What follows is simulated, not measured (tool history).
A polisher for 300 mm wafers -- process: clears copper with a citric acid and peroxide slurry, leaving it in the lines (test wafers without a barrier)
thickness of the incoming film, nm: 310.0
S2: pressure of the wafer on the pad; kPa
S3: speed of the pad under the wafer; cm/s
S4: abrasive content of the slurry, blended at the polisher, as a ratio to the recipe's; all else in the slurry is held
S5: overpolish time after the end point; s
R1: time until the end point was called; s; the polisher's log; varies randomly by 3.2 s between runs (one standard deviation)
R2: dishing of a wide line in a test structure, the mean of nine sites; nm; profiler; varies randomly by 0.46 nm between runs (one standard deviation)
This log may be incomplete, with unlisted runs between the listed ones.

Run 1, hour 0.0: flow of slurry (ml/min) 215, S2 16.5 kPa, S3 124 cm/s, S4 1.00, S5 14 s. Result: R1 152.78 s, R2 20.406 nm.
Run 2, hour 7.0: flow of slurry (ml/min) 265, S2 16.5 kPa, S3 124 cm/s, S4 1.00, S5 14 s. Result: R1 152.83 s, R2 20.653 nm.
Run 3, hour 14.1: flow of slurry (ml/min) 265, S2 16.5 kPa, S3 124 cm/s, S4 0.85, S5 14 s. Result: R1 150.90 s, R2 20.265 nm.
Run 4, hour 18.4: flow of slurry (ml/min) 240, S2 16.5 kPa, S3 124 cm/s, S4 0.85, S5 14 s. Result: R1 153.83 s, R2 20.053 nm.
Run 5, hour 25.7: flow of slurry (ml/min) 240, S2 15.9 kPa, S3 124 cm/s, S4 0.85, S5 15 s. Result: R1 165.11 s, R2 20.461 nm.
Run 6, hour 33.8: flow of slurry (ml/min) 210, S2 15.9 kPa, S3 124 cm/s, S4 0.85, S5 15 s. Result: R1 161.02 s, R2 20.749 nm.
Run 7, hour 36.0: flow of slurry (ml/min) 210, S2 15.2 kPa, S3 124 cm/s, S4 0.85, S5 16 s. Result: R1 175.37 s, R2 20.898 nm.
Run 8, hour 37.1: flow of slurry (ml/min) 210, S2 15.2 kPa, S3 124 cm/s, S4 0.85, S5 17 s. Result: R1 170.11 s, R2 22.298 nm.

Run 9, settings as shown, results not yet in. Your forecast:
Run 9, hour 42.1: flow of slurry (ml/min) 210, S2 15.2 kPa, S3 124 cm/s, S4 0.85, S5 18 s. Result: R1 ?, R2 ?.

Run 9 produced R1 169.97 s, R2 23.354 nm.
